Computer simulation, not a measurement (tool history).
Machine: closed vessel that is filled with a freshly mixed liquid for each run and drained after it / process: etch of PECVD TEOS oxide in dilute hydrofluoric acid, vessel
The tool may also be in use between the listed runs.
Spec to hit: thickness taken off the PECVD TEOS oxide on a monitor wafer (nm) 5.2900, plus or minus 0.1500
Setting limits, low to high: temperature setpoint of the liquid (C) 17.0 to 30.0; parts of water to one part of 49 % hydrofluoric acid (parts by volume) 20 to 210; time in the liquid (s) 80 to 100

run	day	temperature setpoint of the liquid (C)	parts of water to one part of 49 % hydrofluoric acid (parts by volume)	time in the liquid (s)	thickness taken off the PECVD TEOS oxide on a monitor wafer (nm)
1	0.000	22.0	115	100	10.3760
2	0.246	24.0	115	100	11.2690
3	0.292	23.0	125	100	9.7766
4	0.429	23.0	125	100	9.8825
5	0.504	23.0	165	100	7.0453
6	0.617	20.0	165	100	6.3103
7	0.750	19.5	165	100	6.2671
8	1.071	19.0	165	100	6.0281
9	1.133	18.5	165	100	5.8955
10	1.200	18.0	165	100	5.8050
11	1.446	17.5	170	100	5.5103

Below are 4 possible settings for the next run. Only one of them brings all results inside the allowed miss of their targets. Which is it?
A	1.692	18.5	160	80	?
B	1.692	19.0	165	80	?
C	1.692	19.5	190	100	?
D	1.692	17.0	165	90	?

move	thickness taken off the PECVD TEOS oxide on a monitor wafer (nm)
A	4.9237
B	4.8468
C	5.2350
D	5.0309
A: the result that was furthest off in the last run now lies on the other side of its target
B: the result that was furthest off in the last run now lies on the other side of its target
C: every result lands within tolerance
D: the result that was furthest off in the last run now lies on the other side of its target
Go with C: it meets all targets.
